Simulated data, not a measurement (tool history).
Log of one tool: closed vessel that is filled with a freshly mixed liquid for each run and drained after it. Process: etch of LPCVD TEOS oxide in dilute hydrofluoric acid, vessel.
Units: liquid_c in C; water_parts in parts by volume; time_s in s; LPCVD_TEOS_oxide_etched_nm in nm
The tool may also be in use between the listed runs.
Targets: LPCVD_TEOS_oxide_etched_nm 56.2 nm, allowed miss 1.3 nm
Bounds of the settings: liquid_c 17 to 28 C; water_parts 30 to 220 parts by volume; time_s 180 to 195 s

run,day,liquid_c,water_parts,time_s,LPCVD_TEOS_oxide_etched_nm
1,0,20,125,180,20.038
2,0.083,21,115,180,22.97
3,0.421,22,105,180,26.504
4,0.479,22.5,100,180,28.719
5,0.683,22.5,130,180,21.166
6,0.804,19,130,180,18.399
7,0.967,20,120,180,21.157
8,1.229,21,110,180,24.28

4 next moves are on the table. One of them brings every result within its allowed miss. Which?
A,1.492,22,65,195,?
B,1.492,21.5,55,195,?
C,1.492,25.5,40,195,?
D,1.492,22,45,195,?

move,LPCVD_TEOS_oxide_etched_nm
A,48.566
B,56.837
C,93.946
D,71.758
A: nearer than the last run, and not there yet
B: meets every target
C: takes the result that was furthest off past its target
D: takes the result that was furthest off past its target
Move B is the one to make.

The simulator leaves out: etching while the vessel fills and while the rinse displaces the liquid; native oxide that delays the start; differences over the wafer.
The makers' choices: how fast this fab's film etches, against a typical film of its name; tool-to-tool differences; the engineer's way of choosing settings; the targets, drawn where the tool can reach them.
